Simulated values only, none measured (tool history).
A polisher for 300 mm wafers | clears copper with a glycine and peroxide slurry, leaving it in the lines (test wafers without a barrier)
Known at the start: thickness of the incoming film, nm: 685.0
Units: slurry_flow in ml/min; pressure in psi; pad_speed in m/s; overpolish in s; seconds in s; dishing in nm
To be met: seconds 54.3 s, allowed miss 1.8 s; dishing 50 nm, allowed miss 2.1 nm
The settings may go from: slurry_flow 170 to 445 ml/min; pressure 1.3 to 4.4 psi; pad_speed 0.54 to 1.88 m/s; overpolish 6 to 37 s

run 1 hour=0 | slurry_flow=285 pressure=2.8 pad_speed=1.2 overpolish=19 | seconds=105.85 dishing=43.448
run 2 hour=6.8 | slurry_flow=285 pressure=3 pad_speed=1.22 overpolish=19 | seconds=98.094 dishing=44.776
run 3 hour=14.5 | slurry_flow=285 pressure=3.2 pad_speed=1.24 overpolish=18 | seconds=91.446 dishing=44.59
run 4 hour=15.3 | slurry_flow=285 pressure=3.2 pad_speed=1.24 overpolish=13 | seconds=92.115 dishing=39.758
run 5 hour=17.8 | slurry_flow=285 pressure=3.3 pad_speed=1.26 overpolish=13 | seconds=88.252 dishing=40.733
run 6 hour=25.9 | slurry_flow=285 pressure=3.3 pad_speed=1.42 overpolish=13 | seconds=80.466 dishing=42.249
run 7 hour=31.3 | slurry_flow=285 pressure=3.4 pad_speed=1.44 overpolish=13 | seconds=74.854 dishing=41.908
run 8 hour=32 | slurry_flow=285 pressure=3.4 pad_speed=1.44 overpolish=13 | seconds=76.413 dishing=41.904
run 9 hour=33 | slurry_flow=285 pressure=3.5 pad_speed=1.44 overpolish=13 | seconds=76.04 dishing=43.232
run 10 hour=37 | slurry_flow=285 pressure=3.6 pad_speed=1.46 overpolish=13 | seconds=72.799 dishing=42.885
run 11 hour=41 | slurry_flow=285 pressure=3.7 pad_speed=1.48 overpolish=13 | seconds=69.525 dishing=44.205
run 12 hour=42.2 | slurry_flow=285 pressure=3.8 pad_speed=1.5 overpolish=13 | seconds=66.873 dishing=44.271
run 13 hour=47.2 | slurry_flow=285 pressure=3.9 pad_speed=1.52 overpolish=13 | seconds=64.505 dishing=44.731
run 14 hour=49.6 | slurry_flow=285 pressure=4 pad_speed=1.52 overpolish=13 | seconds=62.853 dishing=44.79

5 next moves are on the table. One of them brings every result within its allowed miss. Which?
run A hour=52 | slurry_flow=290 pressure=4.4 pad_speed=1.84 overpolish=6 | seconds=? dishing=?
run B hour=52 | slurry_flow=245 pressure=3.7 pad_speed=1.24 overpolish=13 | seconds=? dishing=?
run C hour=52 | slurry_flow=260 pressure=4 pad_speed=1.38 overpolish=18 | seconds=? dishing=?
run D hour=52 | slurry_flow=280 pressure=3.7 pad_speed=1.5 overpolish=12 | seconds=? dishing=?
run E hour=52 | slurry_flow=215 pressure=4.3 pad_speed=1.68 overpolish=20 | seconds=? dishing=?

move=A seconds=48.933 dishing=37.257
move=B seconds=82.933 dishing=41.969
move=C seconds=70.025 dishing=48.161
move=D seconds=69.364 dishing=43.081
move=E seconds=55.428 dishing=49.895
A: takes the result that was furthest off past its target
B: further off than the last run
C: further off than the last run
D: further off than the last run
E: meets every target
Answer: E
